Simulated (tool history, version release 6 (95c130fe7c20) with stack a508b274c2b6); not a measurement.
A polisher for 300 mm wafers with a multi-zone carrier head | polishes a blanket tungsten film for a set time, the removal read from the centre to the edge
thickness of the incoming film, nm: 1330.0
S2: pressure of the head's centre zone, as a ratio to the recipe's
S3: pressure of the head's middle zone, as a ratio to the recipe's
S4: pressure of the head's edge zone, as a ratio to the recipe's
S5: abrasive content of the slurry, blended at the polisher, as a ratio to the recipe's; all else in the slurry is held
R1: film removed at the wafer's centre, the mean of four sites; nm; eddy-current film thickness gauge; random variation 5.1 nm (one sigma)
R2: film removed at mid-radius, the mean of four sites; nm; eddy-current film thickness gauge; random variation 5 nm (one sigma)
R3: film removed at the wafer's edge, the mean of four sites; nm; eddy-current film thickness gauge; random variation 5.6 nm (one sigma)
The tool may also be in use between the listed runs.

run 1 hour=0 | flow_of_slurry_(ml/min)=265 S2=1 S3=1 S4=1 S5=1 polishing_time_(s)=86 | R1=357.59 R2=359.32 R3=364.92
run 2 hour=4.4 | flow_of_slurry_(ml/min)=265 S2=1.07 S3=1 S4=1 S5=1 polishing_time_(s)=86 | R1=383.31 R2=356.21 R3=356.17
run 3 hour=12.8 | flow_of_slurry_(ml/min)=265 S2=1.07 S3=1.05 S4=1 S5=1 polishing_time_(s)=86 | R1=388.39 R2=371.51 R3=366.43
run 4 hour=14.8 | flow_of_slurry_(ml/min)=270 S2=1.05 S3=1.07 S4=1.01 S5=1.05 polishing_time_(s)=87 | R1=390.73 R2=394.83 R3=370.04
run 5 hour=21.1 | flow_of_slurry_(ml/min)=270 S2=1.05 S3=1.07 S4=0.97 S5=1.05 polishing_time_(s)=87 | R1=386.4 R2=391.04 R3=359.6
run 6 hour=24.2 | flow_of_slurry_(ml/min)=270 S2=1.05 S3=1.07 S4=0.97 S5=0.85 polishing_time_(s)=87 | R1=373.7 R2=372.92 R3=349.99
run 7 hour=28.7 | flow_of_slurry_(ml/min)=270 S2=0.95 S3=1.11 S4=1.07 S5=1.1 polishing_time_(s)=103 | R1=411.15 R2=485.24 R3=457.88

The next listed run, before its measurement:
run 8 hour=31.2 | flow_of_slurry_(ml/min)=270 S2=0.95 S3=1.11 S4=1.08 S5=1.1 polishing_time_(s)=103 | R1=? R2=? R3=?

R1: 411.7 nm
R2: 486.56 nm
R3: 446.89 nm
